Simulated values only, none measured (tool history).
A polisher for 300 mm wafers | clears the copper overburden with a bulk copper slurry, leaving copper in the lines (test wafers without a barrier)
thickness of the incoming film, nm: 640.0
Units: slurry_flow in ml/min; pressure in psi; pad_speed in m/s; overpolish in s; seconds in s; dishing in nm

run 1 hour=0.0 | slurry_flow=270 pressure=1.9 pad_speed=1.30 slurry_solids=1.00 overpolish=9 | seconds=97.574 dishing=23.8430
run 2 hour=5.8 | slurry_flow=245 pressure=1.9 pad_speed=1.30 slurry_solids=1.00 overpolish=9 | seconds=101.240 dishing=23.1320
run 3 hour=11.5 | slurry_flow=225 pressure=1.8 pad_speed=1.40 slurry_solids=1.00 overpolish=8 | seconds=96.445 dishing=22.4960
run 4 hour=14.0 | slurry_flow=210 pressure=1.6 pad_speed=1.50 slurry_solids=1.00 overpolish=7 | seconds=107.570 dishing=20.1440
run 5 hour=15.5 | slurry_flow=210 pressure=1.6 pad_speed=1.50 slurry_solids=1.15 overpolish=7 | seconds=104.440 dishing=19.9960
run 6 hour=16.8 | slurry_flow=210 pressure=1.6 pad_speed=1.74 slurry_solids=1.15 overpolish=7 | seconds=88.696 dishing=21.9210
run 7 hour=21.4 | slurry_flow=200 pressure=1.6 pad_speed=1.74 slurry_solids=1.25 overpolish=6 | seconds=88.401 dishing=21.1650
run 8 hour=29.9 | slurry_flow=190 pressure=1.5 pad_speed=1.82 slurry_solids=1.20 overpolish=5 | seconds=91.200 dishing=17.7210
run 9 hour=38.7 | slurry_flow=185 pressure=1.5 pad_speed=1.86 slurry_solids=1.10 overpolish=5 | seconds=90.666 dishing=17.7570
run 10 hour=42.3 | slurry_flow=225 pressure=0.9 pad_speed=2.04 slurry_solids=1.30 overpolish=3 | seconds=130.290 dishing=9.5093
run 11 hour=49.5 | slurry_flow=230 pressure=1.0 pad_speed=2.04 slurry_solids=1.30 overpolish=3 | seconds=117.550 dishing=10.3750

Expected results for the next run?
run 12 hour=52.6 | slurry_flow=235 pressure=1.1 pad_speed=2.04 slurry_solids=1.30 overpolish=3 | seconds=? dishing=?

{"run 12": {"seconds": 104.36, "dishing": 11.094}}
